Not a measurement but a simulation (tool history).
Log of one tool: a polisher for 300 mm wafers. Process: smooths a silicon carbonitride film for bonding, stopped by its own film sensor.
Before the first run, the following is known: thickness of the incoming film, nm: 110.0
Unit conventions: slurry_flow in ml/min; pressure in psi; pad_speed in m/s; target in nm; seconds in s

run 1 hour=0 | slurry_flow=295 pressure=2.1 pad_speed=0.78 slurry_solids=1 target=90 | seconds=82.405
run 2 hour=8.1 | slurry_flow=295 pressure=1.9 pad_speed=0.76 slurry_solids=1 target=90 | seconds=90.124
run 3 hour=9.3 | slurry_flow=295 pressure=2.3 pad_speed=0.76 slurry_solids=1 target=90 | seconds=79.335
run 4 hour=17.4 | slurry_flow=295 pressure=2 pad_speed=0.72 slurry_solids=1 target=90 | seconds=92.469
run 5 hour=21 | slurry_flow=295 pressure=1.8 pad_speed=0.7 slurry_solids=1 target=90 | seconds=99.047
run 6 hour=26.5 | slurry_flow=325 pressure=1.8 pad_speed=0.7 slurry_solids=1 target=90 | seconds=98.959

Run 7 is up next; what results do you expect?
run 7 hour=34.6 | slurry_flow=325 pressure=1.7 pad_speed=0.68 slurry_solids=1 target=90 | seconds=?

Logged for run 7: seconds 105.7 s.

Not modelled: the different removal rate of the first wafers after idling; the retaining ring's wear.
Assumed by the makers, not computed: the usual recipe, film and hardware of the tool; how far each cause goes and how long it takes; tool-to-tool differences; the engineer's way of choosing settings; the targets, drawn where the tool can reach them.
